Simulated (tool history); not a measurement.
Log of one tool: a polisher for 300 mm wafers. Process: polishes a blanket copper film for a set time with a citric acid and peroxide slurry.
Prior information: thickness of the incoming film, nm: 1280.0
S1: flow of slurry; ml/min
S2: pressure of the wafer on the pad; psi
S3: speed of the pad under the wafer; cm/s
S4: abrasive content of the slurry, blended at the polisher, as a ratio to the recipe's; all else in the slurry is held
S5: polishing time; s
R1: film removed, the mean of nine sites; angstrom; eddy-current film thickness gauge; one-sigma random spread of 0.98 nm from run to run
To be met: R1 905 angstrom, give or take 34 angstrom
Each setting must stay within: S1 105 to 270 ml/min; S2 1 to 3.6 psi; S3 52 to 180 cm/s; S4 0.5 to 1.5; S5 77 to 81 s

run	hour	S1	S2	S3	S4	S5	R1
1	0	175	2.3	116	1	77	1229.6
2	4	175	2.8	116	1	77	1470.4
3	11.5	175	2.7	116	1	77	1404.1
4	12.9	175	2.6	116	1	77	1377.6
5	15.4	175	2.9	116	1	77	1520.3
6	21.4	175	2.7	116	1	77	1404.9
7	24.5	175	2.6	116	1	77	1352.2
8	27.3	175	2.5	116	1	77	1317.8
9	34.6	165	1.9	112	1	77	979.9
10	41.6	160	1.9	112	1	77	953.92

Which one of the following 5 next-run settings gets every result inside its allowed miss? There is exactly one.
A	48.6	155	2	108	0.85	81	?
B	48.6	155	2.1	108	1.1	77	?
C	48.6	160	1.9	104	1.05	77	?
D	48.6	155	2.2	106	0.95	77	?
E	48.6	115	1.9	124	1.1	81	?

move	R1
A	1006.5
B	1061.3
C	925.35
D	1055.5
E	1082.4
A: misses by more than the last run did
B: misses by more than the last run did
C: each result inside its tolerance
D: misses by more than the last run did
E: misses by more than the last run did
Answer: C
